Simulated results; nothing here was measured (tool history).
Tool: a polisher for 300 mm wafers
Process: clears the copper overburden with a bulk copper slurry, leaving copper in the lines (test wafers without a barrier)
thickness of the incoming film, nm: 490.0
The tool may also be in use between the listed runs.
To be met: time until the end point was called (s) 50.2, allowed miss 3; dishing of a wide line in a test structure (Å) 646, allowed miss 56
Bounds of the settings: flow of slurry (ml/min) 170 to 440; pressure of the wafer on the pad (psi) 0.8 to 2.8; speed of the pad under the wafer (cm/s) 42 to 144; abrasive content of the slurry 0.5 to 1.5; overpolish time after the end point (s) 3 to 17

run,hour,flow of slurry (ml/min),pressure of the wafer on the pad (psi),speed of the pad under the wafer (cm/s),abrasive content of the slurry,overpolish time after the end point (s),time until the end point was called (s),dishing of a wide line in a test structure (Å)
1,0,280,1.8,92,1,9,93.735,273.84
2,6.5,280,2,96,1,10,82.684,352.28
3,11.1,280,2.2,100,1,10,72.293,393.16
4,12.7,330,2.2,100,1,10,69.607,410.21
5,13.5,330,2.2,100,1.1,10,69.476,403.87
6,15.8,295,2.2,100,1.1,10,69.879,414.04
7,22.9,295,2.4,102,1.1,10,65.239,431.81
8,29.8,300,2.5,104,1.1,10,59.135,457.22
9,31.3,300,2.6,104,1.1,11,57.143,513.03

5 next moves are on the table. One of them brings every result within its allowed miss. Which?
A,32.8,380,2.7,110,1.2,13,?,?
B,32.8,330,2.8,94,0.95,16,?,?
C,32.8,310,1.9,140,1.05,13,?,?
D,32.8,325,2.7,124,1.1,12,?,?
E,32.8,305,2.5,106,1.1,16,?,?

move,time until the end point was called (s),dishing of a wide line in a test structure (Å)
A,49.721,623.51
B,58.846,641.07
C,57.593,547.17
D,45.455,627.24
E,57.313,643.3
A: meets every target
B: brings the result that was furthest off to its target, and leaves another outside
C: as far off as the last run
D: brings the result that was furthest off to its target, and leaves another outside
E: brings the result that was furthest off to its target, and leaves another outside
Move A is the one to make.
